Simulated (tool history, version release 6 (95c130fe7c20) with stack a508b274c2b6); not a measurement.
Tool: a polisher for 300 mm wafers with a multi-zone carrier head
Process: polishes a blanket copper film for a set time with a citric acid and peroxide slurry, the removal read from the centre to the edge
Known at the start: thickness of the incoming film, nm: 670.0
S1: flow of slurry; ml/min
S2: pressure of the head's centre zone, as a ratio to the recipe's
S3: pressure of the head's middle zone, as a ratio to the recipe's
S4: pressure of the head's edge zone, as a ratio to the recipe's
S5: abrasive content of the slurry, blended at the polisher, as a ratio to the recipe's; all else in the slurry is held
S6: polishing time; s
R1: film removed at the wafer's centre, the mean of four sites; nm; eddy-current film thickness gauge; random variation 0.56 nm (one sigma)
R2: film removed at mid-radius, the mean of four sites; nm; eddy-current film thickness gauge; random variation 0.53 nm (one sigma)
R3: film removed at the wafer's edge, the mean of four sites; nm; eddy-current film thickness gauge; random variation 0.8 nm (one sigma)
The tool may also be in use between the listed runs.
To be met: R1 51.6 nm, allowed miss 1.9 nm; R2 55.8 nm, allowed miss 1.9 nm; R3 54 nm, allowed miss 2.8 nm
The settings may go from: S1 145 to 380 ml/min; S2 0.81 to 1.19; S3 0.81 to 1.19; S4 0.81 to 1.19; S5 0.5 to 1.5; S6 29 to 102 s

{"run": 1, "day": 0.0, "S1": 245, "S2": 1, "S3": 1, "S4": 1, "S5": 1, "S6": 65, "R1": 108.46, "R2": 101.32, "R3": 100.51}
{"run": 2, "day": 0.088, "S1": 240, "S2": 0.98, "S3": 0.99, "S4": 0.98, "S5": 0.95, "S6": 61, "R1": 100.43, "R2": 92.529, "R3": 92.624}
{"run": 3, "day": 0.208, "S1": 240, "S2": 0.98, "S3": 0.99, "S4": 0.98, "S5": 1.1, "S6": 61, "R1": 102.21, "R2": 97.005, "R3": 97.918}
{"run": 4, "day": 0.229, "S1": 235, "S2": 0.96, "S3": 1, "S4": 0.98, "S5": 1.05, "S6": 57, "R1": 92.196, "R2": 88.977, "R3": 88.786}
{"run": 5, "day": 0.458, "S1": 290, "S2": 0.96, "S3": 1, "S4": 0.98, "S5": 1.05, "S6": 57, "R1": 95.534, "R2": 92.385, "R3": 89.179}
{"day": 0.658, "done": "centre zone pressure recalibrated"}
{"run": 6, "day": 0.658, "S1": 290, "S2": 0.96, "S3": 1, "S4": 0.98, "S5": 1.05, "S6": 63, "R1": 93.979, "R2": 100.49, "R3": 100.81}
{"run": 7, "day": 0.929, "S1": 300, "S2": 0.94, "S3": 0.99, "S4": 0.97, "S5": 1, "S6": 59, "R1": 86.29, "R2": 93.1, "R3": 92.09}
{"run": 8, "day": 0.996, "S1": 295, "S2": 0.93, "S3": 0.98, "S4": 0.96, "S5": 0.95, "S6": 56, "R1": 77.698, "R2": 86.59, "R3": 86.492}
{"run": 9, "day": 1.362, "S1": 315, "S2": 1.03, "S3": 0.96, "S4": 0.86, "S5": 0.7, "S6": 38, "R1": 54.798, "R2": 54.637, "R3": 51.45}
{"run": 10, "day": 1.717, "S1": 315, "S2": 1.02, "S3": 0.96, "S4": 0.86, "S5": 0.7, "S6": 38, "R1": 56.032, "R2": 54.32, "R3": 50.216}
{"run": 11, "day": 1.962, "S1": 320, "S2": 1.01, "S3": 0.96, "S4": 0.87, "S5": 0.7, "S6": 38, "R1": 54.219, "R2": 53.895, "R3": 53.524}
{"run": 12, "day": 2.204, "S1": 320, "S2": 1, "S3": 0.97, "S4": 0.87, "S5": 0.7, "S6": 38, "R1": 53.028, "R2": 54.414, "R3": 51.436}
{"run": 13, "day": 2.554, "S1": 325, "S2": 1, "S3": 0.97, "S4": 0.88, "S5": 0.7, "S6": 38, "R1": 53.617, "R2": 53.578, "R3": 50.703}
{"run": 14, "day": 2.812, "S1": 285, "S2": 0.92, "S3": 0.98, "S4": 0.93, "S5": 0.9, "S6": 39, "R1": 52.851, "R2": 59.367, "R3": 58.859}
{"run": 15, "day": 2.925, "S1": 280, "S2": 0.92, "S3": 0.98, "S4": 0.92, "S5": 0.9, "S6": 39, "R1": 52.406, "R2": 58.52, "R3": 57.094}

Which of these 4 next moves meets every target?
{"run": "A", "day": 3.038, "S1": 255, "S2": 0.92, "S3": 0.96, "S4": 0.87, "S5": 1, "S6": 37, "R1": "?", "R2": "?", "R3": "?"}
{"run": "B", "day": 3.038, "S1": 310, "S2": 0.94, "S3": 1.15, "S4": 0.86, "S5": 0.75, "S6": 39, "R1": "?", "R2": "?", "R3": "?"}
{"run": "C", "day": 3.038, "S1": 285, "S2": 0.99, "S3": 1.13, "S4": 1.01, "S5": 0.75, "S6": 37, "R1": "?", "R2": "?", "R3": "?"}
{"run": "D", "day": 3.038, "S1": 250, "S2": 0.87, "S3": 0.83, "S4": 0.99, "S5": 0.85, "S6": 43, "R1": "?", "R2": "?", "R3": "?"}

move=A R1=52.174 R2=56.174 R3=53.953
move=B R1=53.375 R2=65.331 R3=53.128
move=C R1=52.841 R2=60.5 R3=53.992
move=D R1=54.709 R2=55.312 R3=63.791
A: meets every target
B: further off than the last run
C: further off than the last run
D: brings the result that was furthest off to its target, and leaves another outside
Move A is the one to make.
